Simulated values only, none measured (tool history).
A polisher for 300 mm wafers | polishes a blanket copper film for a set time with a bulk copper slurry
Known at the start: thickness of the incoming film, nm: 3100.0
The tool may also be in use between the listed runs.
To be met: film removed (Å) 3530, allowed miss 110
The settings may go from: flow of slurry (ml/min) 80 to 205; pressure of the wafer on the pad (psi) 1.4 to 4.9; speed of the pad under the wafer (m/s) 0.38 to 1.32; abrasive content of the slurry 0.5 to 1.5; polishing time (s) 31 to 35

run	hour	flow of slurry (ml/min)	pressure of the wafer on the pad (psi)	speed of the pad under the wafer (m/s)	abrasive content of the slurry	polishing time (s)	film removed (Å)
1	0	135	3.1	0.84	1	35	2459.1
2	4.5	140	3.4	0.84	1	35	2752.4
3	7.7	150	3.6	0.84	1	35	2929.6
4	16.7	150	3.8	0.84	1	35	3062.5
5	22	155	3.9	0.84	1	35	3137.2
6	30.8	155	4	0.84	1	35	3215.5
7	36.1	155	4.1	0.84	1	35	3341.1
8	39.2	155	4.2	0.84	1	35	3389.9

4 next moves are on the table. One of them brings every result within its allowed miss. Which?
A	42.3	165	3.9	0.78	1.1	35	?
B	42.3	155	4.9	0.84	0.8	33	?
C	42.3	180	4.6	0.84	1.05	35	?
D	42.3	140	4.6	0.86	0.85	31	?

move	film removed (Å)
A	3047
B	3570.7
C	3824.7
D	3214.9
A: further off than the last run
B: meets every target
C: takes the result that was furthest off past its target
D: further off than the last run
Move B is the one to make.
